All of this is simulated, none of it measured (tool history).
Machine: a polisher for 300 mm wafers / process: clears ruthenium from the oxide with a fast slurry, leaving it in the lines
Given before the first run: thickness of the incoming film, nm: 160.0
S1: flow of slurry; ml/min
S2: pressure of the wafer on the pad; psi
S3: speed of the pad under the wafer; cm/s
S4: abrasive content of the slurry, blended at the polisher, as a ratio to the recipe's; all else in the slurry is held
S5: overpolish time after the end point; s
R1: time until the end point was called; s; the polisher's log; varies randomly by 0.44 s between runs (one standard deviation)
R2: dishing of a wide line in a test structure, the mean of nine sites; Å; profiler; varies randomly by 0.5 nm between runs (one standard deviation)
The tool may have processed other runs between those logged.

{"run": 1, "hour": 0.0, "S1": 270, "S2": 3.2, "S3": 78, "S4": 1.0, "S5": 16, "R1": 49.251, "R2": 373.53}
{"run": 2, "hour": 5.0, "S1": 270, "S2": 2.7, "S3": 78, "S4": 1.0, "S5": 16, "R1": 57.518, "R2": 336.36}
{"run": 3, "hour": 8.4, "S1": 270, "S2": 2.7, "S3": 78, "S4": 1.0, "S5": 23, "R1": 56.918, "R2": 443.57}
{"run": 4, "hour": 9.8, "S1": 270, "S2": 3.0, "S3": 78, "S4": 1.0, "S5": 17, "R1": 51.48, "R2": 360.55}
{"run": 5, "hour": 12.8, "S1": 270, "S2": 3.3, "S3": 76, "S4": 1.0, "S5": 13, "R1": 49.01, "R2": 311.93}
{"run": 6, "hour": 19.5, "S1": 270, "S2": 3.9, "S3": 76, "S4": 1.0, "S5": 13, "R1": 40.833, "R2": 374.28}
{"run": 7, "hour": 20.7, "S1": 270, "S2": 3.7, "S3": 78, "S4": 1.05, "S5": 10, "R1": 41.176, "R2": 282.91}

Estimate the outcome of run 8 from the log above:
{"run": 8, "hour": 25.3, "S1": 270, "S2": 3.5, "S3": 80, "S4": 1.1, "S5": 6, "R1": "?", "R2": "?"}

For run 8 the tool returned R1 42.798 s, R2 190.93 Å.
